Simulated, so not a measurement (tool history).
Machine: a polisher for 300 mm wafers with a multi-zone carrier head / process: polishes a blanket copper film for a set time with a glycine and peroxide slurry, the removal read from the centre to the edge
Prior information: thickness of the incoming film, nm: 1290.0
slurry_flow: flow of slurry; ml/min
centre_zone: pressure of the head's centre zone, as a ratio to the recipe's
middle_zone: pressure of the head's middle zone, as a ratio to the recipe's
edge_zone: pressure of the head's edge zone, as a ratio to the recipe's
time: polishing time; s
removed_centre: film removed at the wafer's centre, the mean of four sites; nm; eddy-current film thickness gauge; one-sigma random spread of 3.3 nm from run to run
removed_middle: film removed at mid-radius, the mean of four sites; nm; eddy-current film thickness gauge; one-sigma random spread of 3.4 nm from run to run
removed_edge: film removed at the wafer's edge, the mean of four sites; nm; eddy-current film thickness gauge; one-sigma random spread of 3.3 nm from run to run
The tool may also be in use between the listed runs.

run,hour,slurry_flow,centre_zone,middle_zone,edge_zone,time,removed_centre,removed_middle,removed_edge
1,0,165,1,1,1,71,468.73,458.77,483.79
2,7,165,1,1,1,60,385.16,388.45,401.48
3,8.1,160,0.96,0.99,0.98,53,334.1,328.94,354.23
4,10.7,155,0.92,1.03,0.96,49,292.03,325.99,328.81
5,18.8,155,0.92,0.96,0.96,49,290.59,302.95,316.19
6,20.1,135,0.92,0.96,0.96,49,284.91,288.84,313.03

Run 7 comes next. What will it give?
7,28.3,135,0.89,0.96,0.92,48,?,?,?

removed_centre: 269.27 nm
removed_middle: 286.12 nm
removed_edge: 307.02 nm

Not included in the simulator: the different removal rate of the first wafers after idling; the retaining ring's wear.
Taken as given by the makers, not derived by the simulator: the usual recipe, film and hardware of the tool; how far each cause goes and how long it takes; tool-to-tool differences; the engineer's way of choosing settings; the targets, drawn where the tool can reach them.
